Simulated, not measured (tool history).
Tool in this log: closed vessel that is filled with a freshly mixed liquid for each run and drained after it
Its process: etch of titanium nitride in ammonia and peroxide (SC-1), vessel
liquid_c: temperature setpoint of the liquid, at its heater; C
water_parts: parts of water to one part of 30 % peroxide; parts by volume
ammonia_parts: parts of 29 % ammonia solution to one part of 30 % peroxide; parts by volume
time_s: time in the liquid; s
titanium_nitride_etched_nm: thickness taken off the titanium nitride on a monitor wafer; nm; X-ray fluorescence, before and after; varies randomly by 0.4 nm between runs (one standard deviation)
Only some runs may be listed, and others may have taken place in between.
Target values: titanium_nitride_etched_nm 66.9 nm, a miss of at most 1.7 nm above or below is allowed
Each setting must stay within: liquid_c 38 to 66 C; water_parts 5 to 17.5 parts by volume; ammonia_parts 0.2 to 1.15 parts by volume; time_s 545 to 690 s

| run | hour | liquid_c | water_parts | ammonia_parts | time_s | titanium_nitride_etched_nm |
|---|---|---|---|---|---|---|
| 1 | 0 | 50 | 9.5 | 0.65 | 690 | 28.409 |
| 2 | 9.7 | 46.5 | 9.5 | 0.65 | 690 | 22.454 |
| 3 | 18.9 | 52 | 9.5 | 0.65 | 690 | 32.801 |
| 4 | 25.1 | 52 | 6 | 0.65 | 690 | 42.014 |
| 5 | 34.3 | 52 | 5 | 0.65 | 690 | 44.792 |
| 6 | 36.2 | 54 | 5 | 0.65 | 690 | 51.795 |
| 7 | 42.7 | 55 | 5 | 0.65 | 690 | 54.722 |
| 8 | 51.7 | 56 | 5 | 0.65 | 690 | 59.23 |
| 9 | 60.5 | 56.5 | 5 | 0.65 | 690 | 61.532 |
| 10 | 65.6 | 57 | 5 | 0.65 | 690 | 63.961 |
| 11 | 75.1 | 57 | 5 | 0.65 | 690 | 63.342 |

Exercise: of the 5 proposed moves below, exactly one satisfies all targets within the stated allowed misses. Which move is it?
| A | 84.6 | 59.5 | 5 | 0.55 | 640 | ? |
| B | 84.6 | 62.5 | 7.5 | 0.85 | 555 | ? |
| C | 84.6 | 60.5 | 5.5 | 0.75 | 565 | ? |
| D | 84.6 | 58 | 5 | 0.7 | 640 | ? |
| E | 84.6 | 58 | 5.5 | 0.55 | 690 | ? |

| move | titanium_nitride_etched_nm |
|---|---|
| A | 67.542 |
| B | 62.757 |
| C | 63.737 |
| D | 63.327 |
| E | 63.102 |
A: all results land within tolerance of their targets
B: its largest miss is bigger than the last run's
C: closer than the last run, but not yet in spec
D: no nearer and no further than the last run
E: its largest miss is bigger than the last run's
The right move is A.

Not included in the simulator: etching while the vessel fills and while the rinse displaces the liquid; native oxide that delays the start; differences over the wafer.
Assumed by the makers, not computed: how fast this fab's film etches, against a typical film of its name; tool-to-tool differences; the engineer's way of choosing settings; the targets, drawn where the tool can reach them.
